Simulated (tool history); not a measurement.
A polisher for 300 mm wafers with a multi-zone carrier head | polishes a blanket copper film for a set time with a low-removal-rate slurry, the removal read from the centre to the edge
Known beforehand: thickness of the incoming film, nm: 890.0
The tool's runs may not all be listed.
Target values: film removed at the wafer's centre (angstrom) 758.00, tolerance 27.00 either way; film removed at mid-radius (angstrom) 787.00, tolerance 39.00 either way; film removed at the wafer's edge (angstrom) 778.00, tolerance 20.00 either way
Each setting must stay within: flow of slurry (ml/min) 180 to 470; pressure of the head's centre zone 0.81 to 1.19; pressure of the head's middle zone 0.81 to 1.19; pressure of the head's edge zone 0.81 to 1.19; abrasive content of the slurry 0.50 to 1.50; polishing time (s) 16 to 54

| run | hour | flow of slurry (ml/min) | pressure of the head's centre zone | pressure of the head's middle zone | pressure of the head's edge zone | abrasive content of the slurry | polishing time (s) | film removed at the wafer's centre (angstrom) | film removed at mid-radius (angstrom) | film removed at the wafer's edge (angstrom) |
|---|---|---|---|---|---|---|---|---|---|---|
| 1 | 0.0 | 300 | 1.00 | 1.00 | 1.00 | 1.00 | 35 | 1070.00 | 1069.50 | 1022.30 |
| 2 | 8.8 | 295 | 0.97 | 0.97 | 0.97 | 0.85 | 34 | 974.54 | 998.36 | 968.31 |
| 3 | 13.6 | 290 | 0.96 | 0.95 | 0.95 | 0.75 | 32 | 895.96 | 873.95 | 889.97 |
| 4 | 17.6 | 360 | 0.96 | 0.95 | 0.95 | 0.75 | 32 | 902.08 | 911.23 | 901.78 |
| 5 | 21.7 | 360 | 0.96 | 0.95 | 0.95 | 0.75 | 38 | 1080.70 | 1065.40 | 1062.40 |
| 6 | 23.0 | 360 | 1.04 | 0.95 | 0.95 | 0.75 | 38 | 1155.20 | 1055.80 | 1068.10 |
| 7 | 26.4 | 360 | 1.00 | 0.95 | 0.93 | 0.65 | 35 | 1016.60 | 916.48 | 951.08 |
| 8 | 27.6 | 360 | 1.00 | 0.95 | 0.93 | 0.65 | 35 | 996.31 | 939.43 | 956.58 |
| 9 | 33.0 | 360 | 0.97 | 0.95 | 0.91 | 0.60 | 33 | 907.33 | 872.91 | 882.54 |
| 10 | 40.0 | 355 | 0.94 | 0.95 | 0.89 | 0.55 | 32 | 829.03 | 850.41 | 835.77 |
| 11 | 48.4 | 350 | 0.93 | 0.94 | 0.87 | 0.55 | 32 | 824.58 | 840.55 | 821.71 |
| 12 | 49.8 | 345 | 0.91 | 0.92 | 0.86 | 0.55 | 32 | 808.01 | 814.69 | 822.93 |
| 13 | 53.7 | 340 | 0.90 | 0.92 | 0.85 | 0.55 | 32 | 814.70 | 807.12 | 818.71 |
| 14 | 56.3 | 325 | 0.83 | 0.94 | 0.81 | 0.50 | 31 | 684.58 | 792.03 | 776.02 |

Which one of the following 4 next-run settings gets every result inside its allowed miss? There is exactly one.
| A | 58.9 | 345 | 0.82 | 0.99 | 0.81 | 0.55 | 30 | ? | ? | ? |
| B | 58.9 | 335 | 0.89 | 0.93 | 0.82 | 0.50 | 31 | ? | ? | ? |
| C | 58.9 | 305 | 0.99 | 0.92 | 0.81 | 0.80 | 29 | ? | ? | ? |
| D | 58.9 | 390 | 0.81 | 0.97 | 0.87 | 0.65 | 29 | ? | ? | ? |

| move | film removed at the wafer's centre (angstrom) | film removed at mid-radius (angstrom) | film removed at the wafer's edge (angstrom) |
|---|---|---|---|
| A | 677.21 | 792.43 | 752.39 |
| B | 744.48 | 761.30 | 765.21 |
| C | 839.80 | 764.81 | 775.64 |
| D | 674.45 | 784.73 | 769.02 |
A: its largest miss is bigger than the last run's
B: meets every target
C: moves the result that the last run missed by most past its target, out the other side
D: its largest miss is bigger than the last run's
Move B is the one to make.

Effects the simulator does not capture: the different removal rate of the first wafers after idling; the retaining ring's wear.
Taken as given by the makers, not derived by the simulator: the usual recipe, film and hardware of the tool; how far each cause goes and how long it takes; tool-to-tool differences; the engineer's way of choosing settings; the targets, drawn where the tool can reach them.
